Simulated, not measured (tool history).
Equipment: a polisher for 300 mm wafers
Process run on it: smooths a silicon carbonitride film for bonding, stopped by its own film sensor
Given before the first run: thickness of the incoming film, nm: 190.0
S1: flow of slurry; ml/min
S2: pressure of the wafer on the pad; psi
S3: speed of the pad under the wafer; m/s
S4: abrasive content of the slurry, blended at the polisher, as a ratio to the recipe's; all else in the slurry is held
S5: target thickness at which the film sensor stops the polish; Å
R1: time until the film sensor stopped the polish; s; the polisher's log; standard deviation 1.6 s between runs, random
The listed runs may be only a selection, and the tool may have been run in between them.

Run 1, hour 0.0: S1 185 ml/min, S2 1.4 psi, S3 0.80 m/s, S4 1.0, S5 1650 Å. Result: R1 133.420 s.
Run 2, hour 8.3: S1 185 ml/min, S2 1.5 psi, S3 0.82 m/s, S4 1.0, S5 1650 Å. Result: R1 121.790 s.
Run 3, hour 9.1: S1 185 ml/min, S2 1.5 psi, S3 0.94 m/s, S4 1.0, S5 1650 Å. Result: R1 115.350 s.
Run 4, hour 16.7: S1 160 ml/min, S2 1.5 psi, S3 0.94 m/s, S4 1.0, S5 1650 Å. Result: R1 122.190 s.
Run 5, hour 23.0: S1 160 ml/min, S2 1.5 psi, S3 0.94 m/s, S4 1.0, S5 1650 Å. Result: R1 119.810 s.
Run 6, hour 29.7: S1 160 ml/min, S2 1.5 psi, S3 1.12 m/s, S4 1.0, S5 1650 Å. Result: R1 104.900 s.
Run 7, hour 33.4: S1 165 ml/min, S2 1.6 psi, S3 1.12 m/s, S4 1.0, S5 1650 Å. Result: R1 102.440 s.
Run 8, hour 41.3: S1 170 ml/min, S2 1.7 psi, S3 1.14 m/s, S4 1.0, S5 1650 Å. Result: R1 91.801 s.

What does the tool deliver on the next run?
Run 9, hour 49.2: S1 175 ml/min, S2 1.7 psi, S3 1.14 m/s, S4 1.0, S5 1650 Å. Result: R1 ?.

{"run 9": {"R1": 94.132}}
